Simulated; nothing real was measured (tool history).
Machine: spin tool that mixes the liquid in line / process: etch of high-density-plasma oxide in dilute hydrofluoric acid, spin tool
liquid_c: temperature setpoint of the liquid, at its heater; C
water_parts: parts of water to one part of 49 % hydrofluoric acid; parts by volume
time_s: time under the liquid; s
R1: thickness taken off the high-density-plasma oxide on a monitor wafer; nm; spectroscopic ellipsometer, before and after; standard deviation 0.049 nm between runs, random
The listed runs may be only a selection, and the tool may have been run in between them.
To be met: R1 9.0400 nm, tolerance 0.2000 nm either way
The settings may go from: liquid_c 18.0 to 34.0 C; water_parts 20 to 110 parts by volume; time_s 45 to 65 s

run 1 day=0.000 | liquid_c=26.0 water_parts=60 time_s=65 | R1=5.5728
run 2 day=0.154 | liquid_c=26.0 water_parts=55 time_s=65 | R1=6.1577
run 3 day=0.308 | liquid_c=28.0 water_parts=55 time_s=65 | R1=6.6499
run 4 day=0.642 | liquid_c=25.0 water_parts=55 time_s=65 | R1=5.8965
run 5 day=0.833 | liquid_c=22.5 water_parts=55 time_s=65 | R1=5.2857
run 6 day=1.062 | liquid_c=22.5 water_parts=45 time_s=65 | R1=6.6118
run 7 day=1.108 | liquid_c=24.5 water_parts=45 time_s=65 | R1=7.1693
run 8 day=1.396 | liquid_c=26.0 water_parts=45 time_s=65 | R1=7.6068
run 9 day=1.629 | liquid_c=27.0 water_parts=45 time_s=65 | R1=8.0138
run 10 day=1.750 | liquid_c=27.5 water_parts=45 time_s=65 | R1=8.1085
run 11 day=2.071 | liquid_c=31.0 water_parts=45 time_s=65 | R1=9.2745

Which one of the following 4 next-run settings gets every result inside its allowed miss? There is exactly one.
run A day=2.392 | liquid_c=32.0 water_parts=50 time_s=65 | R1=?
run B day=2.392 | liquid_c=31.0 water_parts=45 time_s=60 | R1=?
run C day=2.392 | liquid_c=29.0 water_parts=45 time_s=65 | R1=?
run D day=2.392 | liquid_c=29.0 water_parts=40 time_s=60 | R1=?

move=A R1=8.6680
move=B R1=8.6201
move=C R1=8.6303
move=D R1=9.0304
A: the result that was furthest off in the last run now lies on the other side of its target
B: the result that was furthest off in the last run now lies on the other side of its target
C: the result that was furthest off in the last run now lies on the other side of its target
D: all results in spec
So the answer is move D, the one that meets all the targets.
